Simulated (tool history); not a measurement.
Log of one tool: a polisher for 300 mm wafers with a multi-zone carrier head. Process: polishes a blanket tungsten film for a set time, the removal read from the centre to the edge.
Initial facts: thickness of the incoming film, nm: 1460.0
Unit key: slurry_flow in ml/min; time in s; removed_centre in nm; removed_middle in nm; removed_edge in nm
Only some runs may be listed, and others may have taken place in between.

run	hour	slurry_flow	centre_zone	middle_zone	edge_zone	slurry_solids	time	removed_centre	removed_middle	removed_edge
1	0	290	1	1	1	1	47	224.3	211.9	212.76
2	6.5	290	1	1	1	1.15	47	230.9	216.61	214.69
3	11.3	290	1	1	1	1.15	58	285.14	275.28	267.14
4	19.5	290	1	1.07	1	1.15	58	291.44	286.36	268.18
5	23.2	275	0.98	1.08	1	1.1	54	255.51	272.9	244.39
6	24.8	275	0.98	1.08	1	1.25	54	255.92	274.03	251.42
7	33.8	270	0.96	1.07	0.99	1.2	51	236.15	253.66	234.78
# hour 35.8: centre zone pressure recalibrated
8	35.8	265	0.94	1.07	0.98	1.15	48	206.3	242.21	218.29
9	40.7	265	0.96	0.97	0.91	0.9	35	150.57	152.62	147.44
10	48.3	260	0.94	0.97	0.9	0.9	35	145.24	152.98	146.31
11	49.9	255	0.93	0.97	0.89	0.9	35	142.61	154.29	144.85
12	55.7	210	0.83	1.02	0.91	0.65	33	116.9	141.25	129.96
13	57	205	0.83	1.03	0.92	0.65	33	116.35	142.47	127.6

The next listed run, before its measurement:
14	59	205	0.83	1.04	0.94	0.65	33	?	?	?

Run 14 produced removed_centre 114.64 nm, removed_middle 142.7 nm, removed_edge 131.72 nm.
